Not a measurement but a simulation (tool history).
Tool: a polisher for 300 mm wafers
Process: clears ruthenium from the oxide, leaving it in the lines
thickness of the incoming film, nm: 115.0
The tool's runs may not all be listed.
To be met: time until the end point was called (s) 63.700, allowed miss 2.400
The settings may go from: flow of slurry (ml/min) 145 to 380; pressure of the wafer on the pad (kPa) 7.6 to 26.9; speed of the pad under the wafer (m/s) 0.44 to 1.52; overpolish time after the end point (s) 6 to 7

run,hour,flow of slurry (ml/min),pressure of the wafer on the pad (kPa),speed of the pad under the wafer (m/s),overpolish time after the end point (s),time until the end point was called (s)
1,0.0,245,17.2,0.98,7,99.020
2,7.7,245,19.3,0.98,7,87.169
3,16.4,245,19.3,1.14,7,75.510
4,22.3,245,20.0,1.14,7,71.666
5,24.0,245,20.0,1.14,6,74.234
6,26.6,245,20.7,1.14,6,72.027
7,28.3,245,21.4,1.14,6,69.789
8,29.8,245,21.4,1.14,6,69.686

4 next moves are on the table. One of them brings every result within its allowed miss. Which?
A,31.3,240,24.1,1.18,7,?
B,31.3,290,23.4,1.22,7,?
C,31.3,235,20.7,1.28,7,?
D,31.3,265,20.0,1.42,6,?

move,time until the end point was called (s)
A,59.160
B,57.708
C,63.688
D,58.648
A: takes the result that was furthest off past its target
B: takes the result that was furthest off past its target
C: meets every target
D: takes the result that was furthest off past its target
The right move is C.
